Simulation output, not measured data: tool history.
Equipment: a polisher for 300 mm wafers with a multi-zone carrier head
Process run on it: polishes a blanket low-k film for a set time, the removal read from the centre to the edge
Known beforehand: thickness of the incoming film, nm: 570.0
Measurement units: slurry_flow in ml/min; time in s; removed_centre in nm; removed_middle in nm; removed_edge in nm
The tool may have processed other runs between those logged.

run 1 hour=0.0 | slurry_flow=235 centre_zone=1.00 middle_zone=1.00 edge_zone=1.00 slurry_solids=1.00 time=86 | removed_centre=55.688 removed_middle=55.538 removed_edge=54.200
run 2 hour=6.7 | slurry_flow=235 centre_zone=1.07 middle_zone=1.00 edge_zone=1.00 slurry_solids=1.00 time=86 | removed_centre=59.061 removed_middle=55.515 removed_edge=54.489
run 3 hour=13.0 | slurry_flow=235 centre_zone=1.02 middle_zone=1.00 edge_zone=1.00 slurry_solids=1.00 time=86 | removed_centre=56.863 removed_middle=55.317 removed_edge=53.956
run 4 hour=14.1 | slurry_flow=235 centre_zone=1.02 middle_zone=1.00 edge_zone=1.00 slurry_solids=1.15 time=86 | removed_centre=59.369 removed_middle=57.763 removed_edge=56.639
-- hour=17.5 slurry nozzle cleaned
run 5 hour=17.5 | slurry_flow=235 centre_zone=1.02 middle_zone=1.00 edge_zone=1.00 slurry_solids=1.05 time=86 | removed_centre=58.142 removed_middle=56.854 removed_edge=56.401
run 6 hour=20.9 | slurry_flow=230 centre_zone=0.98 middle_zone=1.01 edge_zone=1.01 slurry_solids=1.05 time=86 | removed_centre=55.199 removed_middle=58.284 removed_edge=57.679
run 7 hour=29.9 | slurry_flow=225 centre_zone=0.96 middle_zone=1.01 edge_zone=1.00 slurry_solids=1.05 time=86 | removed_centre=56.778 removed_middle=58.150 removed_edge=57.756
run 8 hour=34.0 | slurry_flow=230 centre_zone=0.94 middle_zone=1.02 edge_zone=1.01 slurry_solids=1.00 time=86 | removed_centre=54.026 removed_middle=57.423 removed_edge=56.054
run 9 hour=42.2 | slurry_flow=225 centre_zone=0.92 middle_zone=1.03 edge_zone=1.02 slurry_solids=1.00 time=86 | removed_centre=53.222 removed_middle=58.543 removed_edge=55.882
run 10 hour=51.0 | slurry_flow=220 centre_zone=0.90 middle_zone=1.03 edge_zone=1.04 slurry_solids=1.00 time=86 | removed_centre=51.741 removed_middle=58.034 removed_edge=56.670
run 11 hour=55.3 | slurry_flow=220 centre_zone=0.88 middle_zone=1.03 edge_zone=1.05 slurry_solids=1.00 time=86 | removed_centre=50.924 removed_middle=58.821 removed_edge=56.418

Predict the results of run 12:
run 12 hour=64.3 | slurry_flow=215 centre_zone=0.87 middle_zone=1.02 edge_zone=1.06 slurry_solids=1.00 time=86 | removed_centre=? removed_middle=? removed_edge=?

{"run 12": {"removed_centre": 49.989, "removed_middle": 57.453, "removed_edge": 58.198}}
